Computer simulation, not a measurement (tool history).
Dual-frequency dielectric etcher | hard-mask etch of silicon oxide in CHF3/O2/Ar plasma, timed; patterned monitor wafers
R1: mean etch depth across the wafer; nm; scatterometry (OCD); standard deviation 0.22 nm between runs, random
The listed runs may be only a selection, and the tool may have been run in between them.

run 1 hour=0.0 | source_power_(W)=780 bias_power_(W)=139 etch_time_(s)=19.0 | R1=41.018
run 2 hour=4.9 | source_power_(W)=780 bias_power_(W)=116 etch_time_(s)=19.0 | R1=36.834
run 3 hour=12.5 | source_power_(W)=740 bias_power_(W)=115 etch_time_(s)=19.0 | R1=36.584
run 4 hour=19.4 | source_power_(W)=700 bias_power_(W)=113 etch_time_(s)=19.0 | R1=35.524
run 5 hour=24.7 | source_power_(W)=700 bias_power_(W)=126 etch_time_(s)=19.0 | R1=37.530
run 6 hour=30.8 | source_power_(W)=700 bias_power_(W)=135 etch_time_(s)=19.0 | R1=38.565
run 7 hour=32.2 | source_power_(W)=650 bias_power_(W)=132 etch_time_(s)=19.0 | R1=37.545

Run 8 comes next. What will it give?
run 8 hour=38.2 | source_power_(W)=490 bias_power_(W)=113 etch_time_(s)=18.5 | R1=?

R1: 30.608 nm
